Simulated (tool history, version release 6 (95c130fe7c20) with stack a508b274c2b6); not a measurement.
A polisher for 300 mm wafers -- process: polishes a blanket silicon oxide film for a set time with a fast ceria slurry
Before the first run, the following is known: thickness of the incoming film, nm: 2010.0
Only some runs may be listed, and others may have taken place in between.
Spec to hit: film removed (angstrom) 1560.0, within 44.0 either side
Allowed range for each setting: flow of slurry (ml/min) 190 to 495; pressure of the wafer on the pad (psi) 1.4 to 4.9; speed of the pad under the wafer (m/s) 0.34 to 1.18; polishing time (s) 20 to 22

| run | hour | flow of slurry (ml/min) | pressure of the wafer on the pad (psi) | speed of the pad under the wafer (m/s) | polishing time (s) | film removed (angstrom) |
|---|---|---|---|---|---|---|
| 1 | 0.0 | 320 | 3.1 | 0.76 | 22 | 2445.7 |
| 2 | 4.9 | 320 | 3.1 | 0.88 | 22 | 2789.1 |
| 3 | 5.7 | 320 | 3.1 | 0.88 | 20 | 2533.9 |
| 4 | 10.8 | 320 | 2.8 | 0.88 | 20 | 2335.3 |
| 5 | 16.8 | 320 | 2.4 | 0.88 | 20 | 2029.1 |
| 6 | 18.4 | 320 | 2.2 | 0.88 | 20 | 1924.2 |
| 7 | 25.2 | 320 | 2.0 | 0.88 | 20 | 1739.2 |
| 8 | 30.4 | 320 | 1.9 | 0.88 | 20 | 1691.3 |
| 9 | 35.7 | 320 | 1.8 | 0.88 | 20 | 1636.4 |

Which of these 4 next moves meets every target?
| A | 41.0 | 300 | 1.7 | 0.96 | 20 | ? |
| B | 41.0 | 300 | 2.2 | 0.78 | 20 | ? |
| C | 41.0 | 320 | 1.8 | 0.88 | 22 | ? |
| D | 41.0 | 385 | 1.5 | 0.96 | 20 | ? |

| move | film removed (angstrom) |
|---|---|
| A | 1669.4 |
| B | 1679.1 |
| C | 1772.3 |
| D | 1538.5 |
A: its largest miss is bigger than the last run's
B: its largest miss is bigger than the last run's
C: its largest miss is bigger than the last run's
D: every result within its allowed miss
Correct choice: D, which meets every target
